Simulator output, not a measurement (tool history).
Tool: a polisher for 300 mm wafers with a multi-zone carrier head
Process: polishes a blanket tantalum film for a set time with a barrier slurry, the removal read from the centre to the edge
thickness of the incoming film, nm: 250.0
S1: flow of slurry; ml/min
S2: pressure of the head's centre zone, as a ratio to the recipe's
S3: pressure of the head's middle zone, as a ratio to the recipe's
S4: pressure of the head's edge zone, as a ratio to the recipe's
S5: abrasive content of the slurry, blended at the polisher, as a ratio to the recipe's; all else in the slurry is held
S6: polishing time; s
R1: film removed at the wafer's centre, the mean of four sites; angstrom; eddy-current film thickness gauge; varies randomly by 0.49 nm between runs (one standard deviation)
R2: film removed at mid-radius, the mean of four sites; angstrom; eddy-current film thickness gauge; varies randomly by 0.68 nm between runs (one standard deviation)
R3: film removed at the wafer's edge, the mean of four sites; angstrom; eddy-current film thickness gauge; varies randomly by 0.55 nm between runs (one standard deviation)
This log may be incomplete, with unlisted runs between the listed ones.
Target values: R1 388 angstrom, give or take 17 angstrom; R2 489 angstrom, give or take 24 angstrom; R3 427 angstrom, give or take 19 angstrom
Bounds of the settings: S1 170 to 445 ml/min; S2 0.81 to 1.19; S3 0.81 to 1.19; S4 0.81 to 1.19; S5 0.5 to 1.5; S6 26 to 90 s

{"run": 1, "hour": 0.0, "S1": 285, "S2": 1, "S3": 1, "S4": 1, "S5": 1, "S6": 58, "R1": 805.98, "R2": 830.71, "R3": 833.5}
{"run": 2, "hour": 1.8, "S1": 285, "S2": 0.98, "S3": 1.01, "S4": 0.98, "S5": 0.9, "S6": 54, "R1": 740.33, "R2": 753.56, "R3": 733.4}
{"run": 3, "hour": 3.5, "S1": 285, "S2": 0.98, "S3": 1.01, "S4": 1.02, "S5": 0.9, "S6": 54, "R1": 746.33, "R2": 755.76, "R3": 778.48}
{"run": 4, "hour": 6.9, "S1": 265, "S2": 0.95, "S3": 1.03, "S4": 1.01, "S5": 0.9, "S6": 50, "R1": 645.27, "R2": 698.42, "R3": 685.14}
{"run": 5, "hour": 13.8, "S1": 265, "S2": 0.95, "S3": 1.08, "S4": 1.01, "S5": 0.9, "S6": 50, "R1": 654.98, "R2": 720.44, "R3": 686.13}
{"run": 6, "hour": 20.9, "S1": 265, "S2": 0.95, "S3": 1.08, "S4": 1.01, "S5": 0.7, "S6": 50, "R1": 609.31, "R2": 709.17, "R3": 646.51}
{"run": 7, "hour": 27.8, "S1": 265, "S2": 0.95, "S3": 1.08, "S4": 1.01, "S5": 0.7, "S6": 50, "R1": 620.37, "R2": 702.13, "R3": 659.03}
{"run": 8, "hour": 28.5, "S1": 260, "S2": 0.93, "S3": 1.07, "S4": 0.99, "S5": 0.65, "S6": 48, "R1": 573.8, "R2": 660.72, "R3": 619.46}
{"run": 9, "hour": 30.7, "S1": 255, "S2": 0.92, "S3": 1.08, "S4": 0.98, "S5": 0.65, "S6": 46, "R1": 535.28, "R2": 644.29, "R3": 593.6}
{"run": 10, "hour": 34.3, "S1": 265, "S2": 0.91, "S3": 1.07, "S4": 0.88, "S5": 0.5, "S6": 30, "R1": 329.86, "R2": 390.66, "R3": 357}
{"run": 11, "hour": 36.4, "S1": 265, "S2": 0.91, "S3": 1.08, "S4": 0.9, "S5": 0.5, "S6": 30, "R1": 330.38, "R2": 384.03, "R3": 345.78}
{"run": 12, "hour": 39.2, "S1": 265, "S2": 0.9, "S3": 1.09, "S4": 0.92, "S5": 0.55, "S6": 30, "R1": 331.02, "R2": 405.85, "R3": 357.54}
{"run": 13, "hour": 43.2, "S1": 265, "S2": 0.9, "S3": 1.09, "S4": 0.94, "S5": 0.6, "S6": 30, "R1": 339.1, "R2": 419.25, "R3": 363.43}
{"run": 14, "hour": 44.9, "S1": 265, "S2": 0.9, "S3": 1.08, "S4": 0.96, "S5": 0.65, "S6": 30, "R1": 340.8, "R2": 411.35, "R3": 379.46}

Which one of the following 5 next-run settings gets every result inside its allowed miss? There is exactly one.
{"run": "A", "hour": 46.6, "S1": 190, "S2": 0.82, "S3": 0.81, "S4": 1.18, "S5": 0.7, "S6": 31, "R1": "?", "R2": "?", "R3": "?"}
{"run": "B", "hour": 46.6, "S1": 175, "S2": 0.92, "S3": 1.15, "S4": 0.98, "S5": 0.7, "S6": 35, "R1": "?", "R2": "?", "R3": "?"}
{"run": "C", "hour": 46.6, "S1": 235, "S2": 0.81, "S3": 0.87, "S4": 1.1, "S5": 0.65, "S6": 31, "R1": "?", "R2": "?", "R3": "?"}
{"run": "D", "hour": 46.6, "S1": 245, "S2": 1.08, "S3": 0.9, "S4": 0.91, "S5": 0.65, "S6": 31, "R1": "?", "R2": "?", "R3": "?"}
{"run": "E", "hour": 46.6, "S1": 240, "S2": 0.9, "S3": 0.93, "S4": 1.06, "S5": 0.8, "S6": 31, "R1": "?", "R2": "?", "R3": "?"}

move=A R1=310.66 R2=322.84 R3=416.45
move=B R1=387.84 R2=481.25 R3=422.24
move=C R1=314.31 R2=349.12 R3=405.9
move=D R1=422.85 R2=360.7 R3=372.4
move=E R1=365.68 R2=385.54 R3=415.97
A: its largest miss is bigger than the last run's
B: each result inside its tolerance
C: its largest miss is bigger than the last run's
D: its largest miss is bigger than the last run's
E: its largest miss is bigger than the last run's
Move B is the one to make.

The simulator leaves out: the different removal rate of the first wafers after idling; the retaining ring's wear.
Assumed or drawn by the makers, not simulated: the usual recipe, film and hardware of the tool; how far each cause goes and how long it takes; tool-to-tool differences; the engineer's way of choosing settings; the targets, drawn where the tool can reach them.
